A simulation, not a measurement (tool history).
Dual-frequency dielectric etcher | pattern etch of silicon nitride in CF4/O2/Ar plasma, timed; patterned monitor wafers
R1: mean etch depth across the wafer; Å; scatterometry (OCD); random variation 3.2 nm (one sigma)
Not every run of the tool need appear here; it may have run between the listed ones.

{"run": 1, "hour": 0.0, "source power (W)": 480, "bias power (W)": 38, "Ar flow (sccm)": 77, "CF4 flow (sccm)": 119, "etch time (s)": 234.0, "R1": 3903.2}
{"run": 2, "hour": 2.2, "source power (W)": 500, "bias power (W)": 38, "Ar flow (sccm)": 77, "CF4 flow (sccm)": 119, "etch time (s)": 234.0, "R1": 4027.2}
{"run": 3, "hour": 9.2, "source power (W)": 520, "bias power (W)": 38, "Ar flow (sccm)": 77, "CF4 flow (sccm)": 119, "etch time (s)": 234.0, "R1": 4089.5}
{"run": 4, "hour": 11.2, "source power (W)": 540, "bias power (W)": 38, "Ar flow (sccm)": 77, "CF4 flow (sccm)": 119, "etch time (s)": 234.0, "R1": 4193.7}
{"run": 5, "hour": 13.3, "source power (W)": 560, "bias power (W)": 38, "Ar flow (sccm)": 77, "CF4 flow (sccm)": 119, "etch time (s)": 234.0, "R1": 4294.1}
{"hour": 15.1, "done": "Ar flow controller replaced"}
{"run": 6, "hour": 15.1, "source power (W)": 580, "bias power (W)": 38, "Ar flow (sccm)": 77, "CF4 flow (sccm)": 119, "etch time (s)": 234.0, "R1": 4354.4}
{"run": 7, "hour": 17.8, "source power (W)": 600, "bias power (W)": 39, "Ar flow (sccm)": 77, "CF4 flow (sccm)": 120, "etch time (s)": 234.0, "R1": 4541.5}
{"run": 8, "hour": 22.9, "source power (W)": 610, "bias power (W)": 39, "Ar flow (sccm)": 77, "CF4 flow (sccm)": 120, "etch time (s)": 234.0, "R1": 4548.5}
{"run": 9, "hour": 30.9, "source power (W)": 620, "bias power (W)": 39, "Ar flow (sccm)": 77, "CF4 flow (sccm)": 120, "etch time (s)": 234.0, "R1": 4623.5}
{"run": 10, "hour": 35.2, "source power (W)": 630, "bias power (W)": 39, "Ar flow (sccm)": 77, "CF4 flow (sccm)": 120, "etch time (s)": 234.0, "R1": 4700.9}
{"run": 11, "hour": 42.5, "source power (W)": 640, "bias power (W)": 39, "Ar flow (sccm)": 77, "CF4 flow (sccm)": 120, "etch time (s)": 234.0, "R1": 4688.5}

Predict the results of run 12:
{"run": 12, "hour": 45.8, "source power (W)": 650, "bias power (W)": 39, "Ar flow (sccm)": 77, "CF4 flow (sccm)": 120, "etch time (s)": 234.0, "R1": "?"}

R1: 4715.8 Å

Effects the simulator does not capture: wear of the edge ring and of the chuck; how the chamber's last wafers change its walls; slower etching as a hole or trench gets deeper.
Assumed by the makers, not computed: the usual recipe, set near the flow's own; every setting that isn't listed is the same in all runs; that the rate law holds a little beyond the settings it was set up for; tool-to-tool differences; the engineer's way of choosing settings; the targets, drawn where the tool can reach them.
